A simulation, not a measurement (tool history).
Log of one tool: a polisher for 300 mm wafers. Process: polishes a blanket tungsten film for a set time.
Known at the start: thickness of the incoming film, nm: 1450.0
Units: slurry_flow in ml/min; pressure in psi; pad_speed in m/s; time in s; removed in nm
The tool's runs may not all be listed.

run    day  slurry_flow  pressure  pad_speed  slurry_solids  time  removed
  1      0          315         4       1.36              1    24   179.89
  2  0.104          315       4.5       1.36              1    24   193.24
  3  0.212          315       4.5       1.54              1    24   212.44
  4  0.329          315       4.5        1.2              1    24   168.32
  5  0.588          315       4.9        1.3              1    24   194.03
  6  0.896          315       4.9        1.3              1    24   196.21
  7  0.938          325         6       1.44              1    24   245.71
  8    1.2          325         6        1.5              1    24   257.61

Run 9 comes next. What will it give?
  9  1.438          325         6       1.54              1    24        ?

removed: 266.26 nm
